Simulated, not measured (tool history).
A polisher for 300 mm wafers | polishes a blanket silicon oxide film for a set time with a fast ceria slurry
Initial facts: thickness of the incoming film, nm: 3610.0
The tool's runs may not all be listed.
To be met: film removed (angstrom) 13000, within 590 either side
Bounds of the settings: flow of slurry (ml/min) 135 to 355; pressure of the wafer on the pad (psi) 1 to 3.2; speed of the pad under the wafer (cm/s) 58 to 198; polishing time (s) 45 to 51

run	day	flow of slurry (ml/min)	pressure of the wafer on the pad (psi)	speed of the pad under the wafer (cm/s)	polishing time (s)	film removed (angstrom)
1	0	225	2.1	128	51	6952.7
2	0.129	225	2.4	132	51	7950.1
3	0.25	225	2.6	140	51	9125.1
4	0.479	190	2.6	140	51	8943.5
5	0.817	195	2.8	144	51	9768.2
6	1.192	195	2.8	130	51	9251.4
7	1.229	200	2.9	138	51	9830.1
8	1.604	200	3	146	51	10583
9	1.75	200	3.1	154	51	11673
10	1.958	200	3.1	158	51	11998
11	2.242	200	3.1	158	51	12024
12	2.275	200	3.1	160	51	12019
13	2.333	200	3.1	162	51	12302

Which of these 5 next moves meets every target?
A	2.392	195	3	180	51	?
B	2.392	135	2.9	184	49	?
C	2.392	230	3.2	160	48	?
D	2.392	135	3	168	51	?
E	2.392	155	3.2	158	51	?

move	film removed (angstrom)
A	12886
B	11405
C	11883
D	11300
E	11729
A: every result lands within tolerance
B: moves away from the targets compared with the last run
C: moves away from the targets compared with the last run
D: moves away from the targets compared with the last run
E: moves away from the targets compared with the last run
A is the move that brings every result within its allowed miss.
